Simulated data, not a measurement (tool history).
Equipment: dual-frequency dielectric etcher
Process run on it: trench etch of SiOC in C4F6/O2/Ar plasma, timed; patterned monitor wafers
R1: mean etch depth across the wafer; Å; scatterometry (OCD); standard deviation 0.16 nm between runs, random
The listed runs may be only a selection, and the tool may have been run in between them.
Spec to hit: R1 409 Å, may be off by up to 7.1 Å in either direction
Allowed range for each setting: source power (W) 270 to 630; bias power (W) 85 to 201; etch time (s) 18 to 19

run 1 hour=0 | source_power_(W)=450 bias_power_(W)=143 etch_time_(s)=18 | R1=364.87
run 2 hour=8.3 | source_power_(W)=370 bias_power_(W)=143 etch_time_(s)=18 | R1=327.88
run 3 hour=9.8 | source_power_(W)=310 bias_power_(W)=143 etch_time_(s)=18 | R1=292.66
run 4 hour=18.3 | source_power_(W)=370 bias_power_(W)=145 etch_time_(s)=18 | R1=326.08
run 5 hour=24 | source_power_(W)=410 bias_power_(W)=146 etch_time_(s)=18 | R1=349.28
run 6 hour=31 | source_power_(W)=440 bias_power_(W)=147 etch_time_(s)=18 | R1=363.45
run 7 hour=39.4 | source_power_(W)=460 bias_power_(W)=148 etch_time_(s)=18 | R1=370.71
run 8 hour=48 | source_power_(W)=480 bias_power_(W)=149 etch_time_(s)=18 | R1=379.81
run 9 hour=56.3 | source_power_(W)=500 bias_power_(W)=150 etch_time_(s)=18 | R1=390.86

Which single option among these 4 for the next run brings every result within its allowed miss of target? Just one does.
run A hour=64.6 | source_power_(W)=480 bias_power_(W)=148 etch_time_(s)=18.5 | R1=?
run B hour=64.6 | source_power_(W)=460 bias_power_(W)=130 etch_time_(s)=18.5 | R1=?
run C hour=64.6 | source_power_(W)=490 bias_power_(W)=144 etch_time_(s)=18.5 | R1=?
run D hour=64.6 | source_power_(W)=550 bias_power_(W)=134 etch_time_(s)=18.5 | R1=?

move=A R1=389.1
move=B R1=367.5
move=C R1=390.36
move=D R1=406.21
A: its largest miss is bigger than the last run's
B: its largest miss is bigger than the last run's
C: about as far from the targets as the last run
D: in spec on every target
Move D is the one to make.
